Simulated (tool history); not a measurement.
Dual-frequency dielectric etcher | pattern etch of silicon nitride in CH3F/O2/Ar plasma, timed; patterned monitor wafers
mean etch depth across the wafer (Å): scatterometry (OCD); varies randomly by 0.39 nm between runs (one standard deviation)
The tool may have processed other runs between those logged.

run,hour,source power (W),bias power (W),etch time (s),mean etch depth across the wafer (Å)
1,0.0,450,89,61,503.71
2,7.0,450,89,64,526.54
3,14.9,480,91,64,555.81
4,23.8,480,81,64,518.24
5,26.8,480,81,61,491.93
6,31.1,480,81,64,512.75
7,39.4,510,83,64,546.33
8,46.0,530,84,64,560.37
9,48.5,550,84,64,568.57
10,56.3,560,84,64,577.20
11,64.5,560,84,64,573.81

The next listed run, before its measurement:
12,73.4,570,84,64,?

mean etch depth across the wafer (Å): 586.40
